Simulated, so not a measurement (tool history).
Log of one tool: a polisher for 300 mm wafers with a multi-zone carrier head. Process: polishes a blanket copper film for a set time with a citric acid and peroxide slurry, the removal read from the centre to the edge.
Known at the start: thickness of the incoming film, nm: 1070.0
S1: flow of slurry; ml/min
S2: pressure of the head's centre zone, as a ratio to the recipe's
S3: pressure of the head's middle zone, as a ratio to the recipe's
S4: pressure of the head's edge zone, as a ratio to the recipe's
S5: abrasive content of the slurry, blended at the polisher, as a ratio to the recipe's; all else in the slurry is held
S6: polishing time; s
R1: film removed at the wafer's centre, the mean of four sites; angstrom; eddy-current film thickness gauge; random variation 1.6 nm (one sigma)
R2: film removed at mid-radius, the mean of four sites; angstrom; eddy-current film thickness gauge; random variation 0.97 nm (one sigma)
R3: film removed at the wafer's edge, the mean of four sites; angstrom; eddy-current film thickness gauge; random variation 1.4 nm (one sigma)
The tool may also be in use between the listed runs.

run 1 day=0 | S1=230 S2=1 S3=1 S4=1 S5=1 S6=79 | R1=1899.5 R2=1916 R3=2040.4
run 2 day=0.342 | S1=205 S2=1 S3=1 S4=1 S5=1 S6=79 | R1=1873.9 R2=1881.3 R3=2002.6
run 3 day=0.417 | S1=205 S2=1 S3=0.96 S4=1 S5=1 S6=79 | R1=1924.7 R2=1851.3 R3=2006.4
run 4 day=0.642 | S1=205 S2=1 S3=0.96 S4=1 S5=1 S6=87 | R1=2101.5 R2=2049.1 R3=2233.3
run 5 day=0.808 | S1=200 S2=1.01 S3=0.95 S4=0.97 S5=0.9 S6=78 | R1=1852.8 R2=1742.9 R3=1891.6
run 6 day=0.904 | S1=200 S2=1.01 S3=0.95 S4=0.9 S5=0.9 S6=78 | R1=1860.7 R2=1772 R3=1859.8
run 7 day=1.167 | S1=205 S2=1.1 S3=0.93 S4=0.85 S5=0.65 S6=56 | R1=1357.9 R2=1185.5 R3=1230.9

Run 8 comes next. What will it give?
run 8 day=1.479 | S1=205 S2=1.1 S3=0.93 S4=0.84 S5=0.6 S6=54 | R1=? R2=? R3=?

R1: 1298.5 angstrom
R2: 1101.3 angstrom
R3: 1141.9 angstrom
